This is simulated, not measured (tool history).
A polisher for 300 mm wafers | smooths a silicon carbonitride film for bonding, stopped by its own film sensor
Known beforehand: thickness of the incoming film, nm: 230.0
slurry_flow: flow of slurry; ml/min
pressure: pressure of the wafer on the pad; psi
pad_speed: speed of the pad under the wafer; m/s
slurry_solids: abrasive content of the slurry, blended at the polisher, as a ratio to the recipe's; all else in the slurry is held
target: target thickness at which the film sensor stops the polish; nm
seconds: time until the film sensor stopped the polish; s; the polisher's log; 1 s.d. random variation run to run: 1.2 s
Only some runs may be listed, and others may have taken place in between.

run  hour  slurry_flow  pressure  pad_speed  slurry_solids  target  seconds
  1     0          305       2.8       0.82              1     210    67.21
  2   2.5          245       2.8       0.82              1     210   68.273
  3   8.5          245       2.7       0.82              1     210   72.643
  4  15.4          245       2.7       0.82              1     212     63.5
  5  24.2          310       2.7       0.82              1     212   61.431
  6  28.8          305       2.5       0.82              1     212   66.888
  7  32.7          305       2.3       0.82              1     212   74.841

Forecast run 8:
  8    40          305       2.2       0.82              1     212        ?

seconds: 76.754 s

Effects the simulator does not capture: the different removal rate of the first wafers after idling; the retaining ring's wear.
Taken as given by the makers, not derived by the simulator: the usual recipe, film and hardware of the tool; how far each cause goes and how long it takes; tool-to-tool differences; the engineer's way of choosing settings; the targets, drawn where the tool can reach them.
